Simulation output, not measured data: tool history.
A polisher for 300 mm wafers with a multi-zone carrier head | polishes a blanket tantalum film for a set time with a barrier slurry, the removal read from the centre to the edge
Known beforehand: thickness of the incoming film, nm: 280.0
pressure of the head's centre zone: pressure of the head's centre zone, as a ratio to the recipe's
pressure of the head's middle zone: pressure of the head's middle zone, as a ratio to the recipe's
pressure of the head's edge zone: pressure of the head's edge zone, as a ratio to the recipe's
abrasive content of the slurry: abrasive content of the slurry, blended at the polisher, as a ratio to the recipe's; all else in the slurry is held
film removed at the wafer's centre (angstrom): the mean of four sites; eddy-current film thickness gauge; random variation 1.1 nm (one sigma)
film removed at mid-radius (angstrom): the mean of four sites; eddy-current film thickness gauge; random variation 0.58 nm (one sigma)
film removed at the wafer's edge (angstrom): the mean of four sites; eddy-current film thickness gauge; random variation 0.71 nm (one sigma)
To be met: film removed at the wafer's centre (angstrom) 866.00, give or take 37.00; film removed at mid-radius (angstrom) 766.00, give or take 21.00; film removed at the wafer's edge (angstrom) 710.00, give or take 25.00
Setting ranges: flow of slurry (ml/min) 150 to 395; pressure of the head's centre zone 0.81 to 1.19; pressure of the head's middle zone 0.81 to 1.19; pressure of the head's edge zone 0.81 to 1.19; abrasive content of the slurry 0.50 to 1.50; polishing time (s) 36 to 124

run	hour	flow of slurry (ml/min)	pressure of the head's centre zone	pressure of the head's middle zone	pressure of the head's edge zone	abrasive content of the slurry	polishing time (s)	film removed at the wafer's centre (angstrom)	film removed at mid-radius (angstrom)	film removed at the wafer's edge (angstrom)
1	0.0	250	1.00	1.00	1.00	1.00	79	854.92	836.34	823.00
2	5.0	245	1.02	0.99	0.96	0.95	79	852.53	809.39	804.84
3	8.7	250	1.05	1.01	0.93	0.90	78	839.85	804.92	767.73
4	17.5	250	1.05	1.01	0.93	0.90	60	658.60	624.67	590.64
5	18.9	215	1.05	1.01	0.93	0.90	60	650.97	610.14	582.92
6	20.4	215	1.05	1.01	0.93	0.90	71	773.22	720.01	702.67
7	25.4	215	1.05	1.01	0.93	0.90	71	754.53	723.85	694.50
8	26.4	220	1.08	1.02	0.93	0.90	71	800.85	727.43	695.13
9	31.1	225	1.09	1.03	0.94	0.90	71	802.86	731.18	698.03
10	36.7	230	1.10	1.04	0.94	0.90	71	830.69	745.85	709.62
11	42.0	235	1.11	1.05	0.94	0.90	71	827.02	754.76	700.78

4 next moves are on the table. One of them brings every result within its allowed miss. Which?
A	47.3	210	1.17	1.01	0.93	0.85	71	?	?	?
B	47.3	195	1.10	1.00	0.83	0.95	76	?	?	?
C	47.3	245	1.18	1.03	1.00	1.20	64	?	?	?
D	47.3	200	1.06	1.12	1.02	0.75	74	?	?	?

move	film removed at the wafer's centre (angstrom)	film removed at mid-radius (angstrom)	film removed at the wafer's edge (angstrom)
A	841.87	709.09	693.55
B	856.71	762.80	717.32
C	841.20	712.43	705.03
D	767.44	780.10	729.23
A: the furthest-off result lands on target, but another misses its tolerance
B: every result within its allowed miss
C: the furthest-off result lands on target, but another misses its tolerance
D: its largest miss is bigger than the last run's
Answer: B
